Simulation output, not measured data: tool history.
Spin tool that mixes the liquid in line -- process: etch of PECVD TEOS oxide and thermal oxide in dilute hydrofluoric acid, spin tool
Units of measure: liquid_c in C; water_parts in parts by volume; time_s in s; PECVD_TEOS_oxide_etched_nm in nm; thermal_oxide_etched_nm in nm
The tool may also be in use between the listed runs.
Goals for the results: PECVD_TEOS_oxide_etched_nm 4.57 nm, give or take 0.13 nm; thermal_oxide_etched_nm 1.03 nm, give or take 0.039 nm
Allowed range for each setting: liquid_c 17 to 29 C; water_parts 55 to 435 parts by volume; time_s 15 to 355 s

run  hour  liquid_c  water_parts  time_s  PECVD_TEOS_oxide_etched_nm  thermal_oxide_etched_nm
  1     0        21          245     180                      10.746                    2.383
  2     3        21          275     180                      9.3613                   2.1289
  3  11.2        23          275     180                      9.9101                   2.2298
  4    18        26          275     180                      11.088                   2.4807
  5  24.8        24          300     180                      9.2313                   2.1094
  6  30.8      22.5          320     175                      7.8102                   1.7958
  7  37.1      21.5          335     175                      7.1269                    1.592
  8  39.1      21.5          430     170                      4.9701                   1.1207
  9  45.3        21          430     170                      4.8928                   1.1152
 10  46.9      20.5          430     170                      4.8307                    1.079

Which one of the following 5 next-run settings gets every result inside its allowed miss? There is exactly one.
  A  48.5      22.5          420     145                           ?                        ?
  B  48.5      18.5          420     155                           ?                        ?
  C  48.5      22.5          435     145                           ?                        ?
  D  48.5      18.5          405     145                           ?                        ?
  E  48.5        29          435     135                           ?                        ?

move  PECVD_TEOS_oxide_etched_nm  thermal_oxide_etched_nm
   A                       4.518                   1.0197
   B                      4.2135                  0.95095
   C                      4.3068                  0.97203
   D                      4.1366                   0.9336
   E                      4.9204                   1.1105
A: meets every target
B: takes the result that was furthest off past its target
C: takes the result that was furthest off past its target
D: takes the result that was furthest off past its target
E: misses by more than the last run did
The right move is A.
